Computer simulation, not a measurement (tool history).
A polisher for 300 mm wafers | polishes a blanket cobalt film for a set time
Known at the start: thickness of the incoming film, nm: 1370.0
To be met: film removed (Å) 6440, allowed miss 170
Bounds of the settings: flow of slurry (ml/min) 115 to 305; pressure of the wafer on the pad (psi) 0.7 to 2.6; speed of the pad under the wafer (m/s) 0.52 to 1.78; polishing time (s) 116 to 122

| run | day | flow of slurry (ml/min) | pressure of the wafer on the pad (psi) | speed of the pad under the wafer (m/s) | polishing time (s) | film removed (Å) |
|---|---|---|---|---|---|---|
| 1 | 0 | 195 | 1.6 | 1.14 | 116 | 5451.9 |
| 2 | 0.262 | 200 | 1.6 | 1.14 | 116 | 5475.5 |
| 3 | 0.421 | 155 | 1.6 | 1.14 | 116 | 5275.3 |
| 4 | 0.612 | 130 | 1.6 | 1.14 | 116 | 5173 |
| 5 | 0.854 | 145 | 1.7 | 1.14 | 116 | 5511.9 |
| 6 | 0.908 | 160 | 1.7 | 1.14 | 116 | 5647.4 |
| 7 | 1.096 | 170 | 1.7 | 1.14 | 116 | 5658.7 |
| 8 | 1.329 | 180 | 1.7 | 1.14 | 116 | 5701.6 |

5 next moves are on the table. One of them brings every result within its allowed miss. Which?
| A | 1.562 | 205 | 1.7 | 1.02 | 116 | ? |
| B | 1.562 | 145 | 1.7 | 1.18 | 120 | ? |
| C | 1.562 | 185 | 1.9 | 1.18 | 119 | ? |
| D | 1.562 | 235 | 1.7 | 1.2 | 121 | ? |
| E | 1.562 | 135 | 1.5 | 1.2 | 116 | ? |

| move | film removed (Å) |
|---|---|
| A | 5220.6 |
| B | 5933.7 |
| C | 6786 |
| D | 6473.2 |
| E | 5105.9 |
A: further off than the last run
B: nearer than the last run, and not there yet
C: takes the result that was furthest off past its target
D: meets every target
E: further off than the last run
The right move is D.

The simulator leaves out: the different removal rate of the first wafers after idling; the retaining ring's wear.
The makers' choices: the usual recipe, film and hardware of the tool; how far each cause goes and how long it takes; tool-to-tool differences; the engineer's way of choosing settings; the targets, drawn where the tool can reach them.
